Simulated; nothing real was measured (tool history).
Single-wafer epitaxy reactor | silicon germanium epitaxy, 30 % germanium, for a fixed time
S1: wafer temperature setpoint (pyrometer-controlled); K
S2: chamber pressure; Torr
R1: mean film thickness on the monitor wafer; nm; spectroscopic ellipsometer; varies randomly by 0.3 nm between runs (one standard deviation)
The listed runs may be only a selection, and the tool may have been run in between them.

run 1 hour=0.0 | S1=883.15 S2=15.7 | R1=68.911
run 2 hour=8.6 | S1=881.15 S2=15.7 | R1=67.256
run 3 hour=14.9 | S1=880.15 S2=15.7 | R1=65.680
run 4 hour=21.4 | S1=879.15 S2=15.7 | R1=64.844
run 5 hour=28.7 | S1=878.15 S2=15.7 | R1=63.650
run 6 hour=37.4 | S1=877.15 S2=15.7 | R1=62.294
run 7 hour=38.4 | S1=876.15 S2=15.7 | R1=61.431

What does the tool deliver on the next run?
run 8 hour=42.5 | S1=875.15 S2=15.7 | R1=?

R1: 60.450 nm
